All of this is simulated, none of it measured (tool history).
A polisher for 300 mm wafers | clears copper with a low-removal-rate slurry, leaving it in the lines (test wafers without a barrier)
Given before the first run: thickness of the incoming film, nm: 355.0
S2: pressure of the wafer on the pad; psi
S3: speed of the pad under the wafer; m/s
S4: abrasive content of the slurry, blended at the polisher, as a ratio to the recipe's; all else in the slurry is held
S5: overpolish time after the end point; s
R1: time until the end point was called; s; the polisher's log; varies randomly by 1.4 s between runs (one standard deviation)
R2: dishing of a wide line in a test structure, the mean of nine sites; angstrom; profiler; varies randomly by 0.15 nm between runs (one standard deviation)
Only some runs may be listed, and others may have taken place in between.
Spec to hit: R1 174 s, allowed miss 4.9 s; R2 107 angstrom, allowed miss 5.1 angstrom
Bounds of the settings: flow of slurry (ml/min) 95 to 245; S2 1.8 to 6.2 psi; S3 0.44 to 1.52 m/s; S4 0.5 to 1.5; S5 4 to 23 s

{"run": 1, "hour": 0.0, "flow of slurry (ml/min)": 155, "S2": 4, "S3": 0.98, "S4": 1, "S5": 12, "R1": 72.768, "R2": 374.56}
{"run": 2, "hour": 7.4, "flow of slurry (ml/min)": 160, "S2": 3.4, "S3": 0.86, "S4": 1, "S5": 10, "R1": 96.812, "R2": 261.32}
{"run": 3, "hour": 9.7, "flow of slurry (ml/min)": 160, "S2": 2.9, "S3": 0.8, "S4": 1, "S5": 8, "R1": 120.05, "R2": 168.02}
{"run": 4, "hour": 12.4, "flow of slurry (ml/min)": 150, "S2": 2.6, "S3": 0.8, "S4": 1, "S5": 8, "R1": 135.29, "R2": 151.45}
{"run": 5, "hour": 19.6, "flow of slurry (ml/min)": 150, "S2": 2.6, "S3": 1.02, "S4": 1, "S5": 8, "R1": 107.73, "R2": 192.32}
{"run": 6, "hour": 24.1, "flow of slurry (ml/min)": 150, "S2": 2.6, "S3": 1.22, "S4": 1, "S5": 8, "R1": 88.907, "R2": 223.63}
{"run": 7, "hour": 26.3, "flow of slurry (ml/min)": 145, "S2": 2.4, "S3": 1.1, "S4": 1, "S5": 8, "R1": 108.21, "R2": 186.91}
{"run": 8, "hour": 28.9, "flow of slurry (ml/min)": 135, "S2": 2.2, "S3": 1.02, "S4": 1, "S5": 8, "R1": 128.69, "R2": 163.85}
{"run": 9, "hour": 37.3, "flow of slurry (ml/min)": 130, "S2": 2.1, "S3": 0.98, "S4": 1, "S5": 7, "R1": 138.18, "R2": 131.52}
{"run": 10, "hour": 44.7, "flow of slurry (ml/min)": 120, "S2": 2, "S3": 0.96, "S4": 1, "S5": 7, "R1": 149.91, "R2": 120.6}
{"run": 11, "hour": 46.3, "flow of slurry (ml/min)": 115, "S2": 1.9, "S3": 0.96, "S4": 1, "S5": 7, "R1": 161.74, "R2": 116.12}

4 next moves are on the table. One of them brings every result within its allowed miss. Which?
{"run": "A", "hour": 47.9, "flow of slurry (ml/min)": 100, "S2": 1.9, "S3": 0.92, "S4": 0.9, "S5": 7, "R1": "?", "R2": "?"}
{"run": "B", "hour": 47.9, "flow of slurry (ml/min)": 105, "S2": 2, "S3": 0.86, "S4": 0.85, "S5": 8, "R1": "?", "R2": "?"}
{"run": "C", "hour": 47.9, "flow of slurry (ml/min)": 105, "S2": 1.8, "S3": 0.92, "S4": 1.05, "S5": 8, "R1": "?", "R2": "?"}
{"run": "D", "hour": 47.9, "flow of slurry (ml/min)": 130, "S2": 1.8, "S3": 0.9, "S4": 1.15, "S5": 9, "R1": "?", "R2": "?"}

move=A R1=172.83 R2=103.98
move=B R1=175.68 R2=116.14
move=C R1=174.8 R2=116.3
move=D R1=168.1 R2=134.33
A: each result inside its tolerance
B: corrects the largest miss of the last run, while another result sits out of spec
C: corrects the largest miss of the last run, while another result sits out of spec
D: the biggest miss grows against the last run
The right move is A.

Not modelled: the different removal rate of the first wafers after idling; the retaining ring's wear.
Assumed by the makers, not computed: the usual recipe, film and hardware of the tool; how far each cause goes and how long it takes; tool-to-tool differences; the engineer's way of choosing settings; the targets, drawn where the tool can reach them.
